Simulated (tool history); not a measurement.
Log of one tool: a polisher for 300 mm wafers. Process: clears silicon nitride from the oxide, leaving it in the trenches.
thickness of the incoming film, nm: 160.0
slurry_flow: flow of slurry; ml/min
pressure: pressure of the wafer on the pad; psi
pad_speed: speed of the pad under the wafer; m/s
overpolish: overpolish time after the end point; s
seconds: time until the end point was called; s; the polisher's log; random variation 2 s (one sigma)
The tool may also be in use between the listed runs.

run	hour	slurry_flow	pressure	pad_speed	overpolish	seconds
1	0	195	3.4	1.26	7	126.21
2	8.7	175	3.4	1.26	7	129.76
3	14.1	175	3.4	1.26	7	125.79
4	19.1	215	3.4	1.26	7	125.65
5	24.4	215	3.2	1.26	7	131.63
6	25.3	215	3.2	1.26	7	131.98
7	28.1	215	3	1.26	7	141.45
8	29.2	215	2.9	1.26	7	142.24

Forecast run 9:
# hour 32.6: head pressure recalibrated
9	32.6	215	2.7	1.26	7	?

{"run 9": {"seconds": 171.59}}
